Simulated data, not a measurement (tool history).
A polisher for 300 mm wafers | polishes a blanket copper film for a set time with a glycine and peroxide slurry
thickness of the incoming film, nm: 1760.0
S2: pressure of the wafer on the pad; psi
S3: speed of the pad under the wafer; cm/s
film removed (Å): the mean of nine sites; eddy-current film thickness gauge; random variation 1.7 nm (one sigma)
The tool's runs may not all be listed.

{"run": 1, "hour": 0.0, "flow of slurry (ml/min)": 205, "S2": 2.2, "S3": 96, "polishing time (s)": 49, "film removed (Å)": 1727.9}
{"run": 2, "hour": 2.4, "flow of slurry (ml/min)": 205, "S2": 2.2, "S3": 96, "polishing time (s)": 49, "film removed (Å)": 1740.7}
{"run": 3, "hour": 7.8, "flow of slurry (ml/min)": 215, "S2": 2.5, "S3": 96, "polishing time (s)": 49, "film removed (Å)": 1904.0}
{"run": 4, "hour": 8.6, "flow of slurry (ml/min)": 215, "S2": 2.1, "S3": 96, "polishing time (s)": 49, "film removed (Å)": 1664.6}
{"run": 5, "hour": 14.2, "flow of slurry (ml/min)": 215, "S2": 2.1, "S3": 96, "polishing time (s)": 49, "film removed (Å)": 1685.9}
{"run": 6, "hour": 17.0, "flow of slurry (ml/min)": 215, "S2": 2.1, "S3": 112, "polishing time (s)": 49, "film removed (Å)": 1878.5}
{"run": 7, "hour": 26.0, "flow of slurry (ml/min)": 215, "S2": 2.3, "S3": 112, "polishing time (s)": 49, "film removed (Å)": 2012.8}
{"run": 8, "hour": 30.4, "flow of slurry (ml/min)": 215, "S2": 2.5, "S3": 112, "polishing time (s)": 49, "film removed (Å)": 2199.3}

Forecast run 9:
{"run": 9, "hour": 38.9, "flow of slurry (ml/min)": 215, "S2": 2.6, "S3": 112, "polishing time (s)": 49, "film removed (Å)": "?"}

film removed (Å): 2238.0
